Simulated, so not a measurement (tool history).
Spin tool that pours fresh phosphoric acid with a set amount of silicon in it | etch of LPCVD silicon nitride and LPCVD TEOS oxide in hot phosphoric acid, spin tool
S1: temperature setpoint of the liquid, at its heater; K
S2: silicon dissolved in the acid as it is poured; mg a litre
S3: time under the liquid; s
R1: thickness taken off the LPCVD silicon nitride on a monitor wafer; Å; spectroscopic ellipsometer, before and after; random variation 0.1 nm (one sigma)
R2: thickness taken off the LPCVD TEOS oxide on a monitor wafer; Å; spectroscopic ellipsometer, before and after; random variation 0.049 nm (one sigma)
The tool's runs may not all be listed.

run 1 hour=0.0 | S1=437.15 S2=12.0 S3=180 | R1=179.610 R2=10.8850
run 2 hour=2.1 | S1=437.15 S2=12.0 S3=120 | R1=118.480 R2=6.8720
run 3 hour=5.1 | S1=437.15 S2=12.0 S3=85 | R1=84.648 R2=5.3254
run 4 hour=12.3 | S1=437.15 S2=6.0 S3=85 | R1=85.558 R2=5.2274
run 5 hour=13.7 | S1=436.15 S2=6.0 S3=85 | R1=82.244 R2=5.5022
run 6 hour=20.2 | S1=436.65 S2=6.5 S3=105 | R1=102.540 R2=6.4854

The next listed run, before its measurement:
run 7 hour=25.4 | S1=437.65 S2=6.5 S3=120 | R1=? R2=?

{"run 7": {"R1": 122.49, "R2": 7.9552}}

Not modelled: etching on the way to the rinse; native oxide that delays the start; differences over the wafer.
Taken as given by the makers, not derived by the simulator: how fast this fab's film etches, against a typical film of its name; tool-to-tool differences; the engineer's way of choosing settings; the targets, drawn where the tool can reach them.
